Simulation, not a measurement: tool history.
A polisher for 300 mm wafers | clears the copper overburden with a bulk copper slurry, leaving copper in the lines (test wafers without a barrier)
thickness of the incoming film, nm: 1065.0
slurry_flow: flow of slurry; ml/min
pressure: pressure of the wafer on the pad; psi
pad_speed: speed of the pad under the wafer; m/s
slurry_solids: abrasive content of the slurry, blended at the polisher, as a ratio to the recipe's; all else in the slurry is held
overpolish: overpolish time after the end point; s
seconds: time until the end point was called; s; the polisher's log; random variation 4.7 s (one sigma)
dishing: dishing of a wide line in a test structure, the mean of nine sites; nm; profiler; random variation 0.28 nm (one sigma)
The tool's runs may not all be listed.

Run 1, day 0.000: slurry_flow 305 ml/min, pressure 1.7 psi, pad_speed 1.30 m/s, slurry_solids 1.00, overpolish 19 s. Result: seconds 134.500 s, dishing 76.253 nm.
Run 2, day 0.292: slurry_flow 305 ml/min, pressure 1.5 psi, pad_speed 1.20 m/s, slurry_solids 1.00, overpolish 17 s. Result: seconds 154.190 s, dishing 65.155 nm.
Run 3, day 0.533: slurry_flow 305 ml/min, pressure 1.5 psi, pad_speed 1.52 m/s, slurry_solids 1.00, overpolish 17 s. Result: seconds 130.260 s, dishing 75.038 nm.
Run 4, day 0.846: slurry_flow 305 ml/min, pressure 1.5 psi, pad_speed 1.84 m/s, slurry_solids 1.00, overpolish 17 s. Result: seconds 108.200 s, dishing 80.753 nm.
Run 5, day 1.008: slurry_flow 305 ml/min, pressure 1.5 psi, pad_speed 2.04 m/s, slurry_solids 1.00, overpolish 17 s. Result: seconds 98.559 s, dishing 88.597 nm.
Run 6, day 1.154: slurry_flow 300 ml/min, pressure 1.4 psi, pad_speed 1.76 m/s, slurry_solids 0.95, overpolish 15 s. Result: seconds 115.120 s, dishing 72.365 nm.
Run 7, day 1.246: slurry_flow 280 ml/min, pressure 1.3 psi, pad_speed 1.54 m/s, slurry_solids 0.85, overpolish 13 s. Result: seconds 142.490 s, dishing 57.978 nm.

Forecast run 8:
Run 8, day 1.488: slurry_flow 260 ml/min, pressure 1.2 psi, pad_speed 1.38 m/s, slurry_solids 0.80, overpolish 12 s. Result: seconds ?, dishing ?.

{"run 8": {"seconds": 165.86, "dishing": 48.83}}
